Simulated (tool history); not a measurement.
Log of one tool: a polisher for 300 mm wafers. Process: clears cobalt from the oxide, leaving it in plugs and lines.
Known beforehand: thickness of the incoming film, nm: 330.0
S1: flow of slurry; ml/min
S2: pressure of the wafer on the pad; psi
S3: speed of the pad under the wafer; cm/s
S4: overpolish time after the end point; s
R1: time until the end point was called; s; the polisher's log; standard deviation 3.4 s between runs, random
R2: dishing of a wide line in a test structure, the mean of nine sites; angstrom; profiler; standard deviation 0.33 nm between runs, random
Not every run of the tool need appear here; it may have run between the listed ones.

| run | hour | S1 | S2 | S3 | S4 | R1 | R2 |
|---|---|---|---|---|---|---|---|
| 1 | 0.0 | 305 | 1.4 | 78 | 27 | 119.91 | 412.10 |
| 2 | 6.8 | 305 | 1.2 | 78 | 26 | 137.09 | 387.34 |
| 3 | 14.7 | 305 | 1.2 | 78 | 33 | 139.15 | 424.08 |
| 4 | 17.6 | 305 | 1.1 | 76 | 30 | 155.96 | 394.05 |
| 5 | 23.0 | 305 | 1.0 | 76 | 27 | 167.42 | 353.36 |
| 6 | 23.9 | 305 | 1.3 | 76 | 27 | 134.21 | 390.66 |

Run 7 has not been measured yet. What should we expect?
| 7 | 26.6 | 305 | 1.2 | 76 | 26 | ? | ? |

{"run 7": {"R1": 138.06, "R2": 384.23}}

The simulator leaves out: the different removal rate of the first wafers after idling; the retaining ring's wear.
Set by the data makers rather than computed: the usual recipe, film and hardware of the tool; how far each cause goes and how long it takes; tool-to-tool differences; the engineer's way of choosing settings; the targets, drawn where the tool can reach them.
